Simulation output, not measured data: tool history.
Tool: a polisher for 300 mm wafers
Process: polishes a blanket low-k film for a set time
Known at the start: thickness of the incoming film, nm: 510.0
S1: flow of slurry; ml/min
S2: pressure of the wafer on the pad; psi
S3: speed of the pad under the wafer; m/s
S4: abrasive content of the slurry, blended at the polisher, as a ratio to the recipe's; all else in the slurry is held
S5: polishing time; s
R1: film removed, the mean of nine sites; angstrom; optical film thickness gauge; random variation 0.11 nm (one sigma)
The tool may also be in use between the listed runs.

Run 1, day 0.000: S1 165 ml/min, S2 1.9 psi, S3 1.08 m/s, S4 1.0, S5 21 s. Result: R1 84.666 angstrom.
Run 2, day 0.250: S1 165 ml/min, S2 1.9 psi, S3 0.90 m/s, S4 1.0, S5 21 s. Result: R1 74.722 angstrom.
Run 3, day 0.458: S1 165 ml/min, S2 2.0 psi, S3 0.90 m/s, S4 1.0, S5 21 s. Result: R1 79.101 angstrom.
Run 4, day 0.542: S1 165 ml/min, S2 2.0 psi, S3 0.90 m/s, S4 1.1, S5 21 s. Result: R1 82.059 angstrom.
Run 5, day 0.896: S1 165 ml/min, S2 2.0 psi, S3 0.68 m/s, S4 1.1, S5 21 s. Result: R1 69.088 angstrom.
At day 1.008: worn pad replaced by a new one.
Run 6, day 1.008: S1 165 ml/min, S2 2.0 psi, S3 0.68 m/s, S4 0.9, S5 21 s. Result: R1 69.163 angstrom.
Run 7, day 1.092: S1 165 ml/min, S2 2.1 psi, S3 0.68 m/s, S4 0.9, S5 21 s. Result: R1 71.960 angstrom.

Run 8 comes next. What will it give?
Run 8, day 1.262: S1 165 ml/min, S2 2.2 psi, S3 0.68 m/s, S4 0.9, S5 21 s. Result: R1 ?.

{"run 8": {"R1": 74.932}}
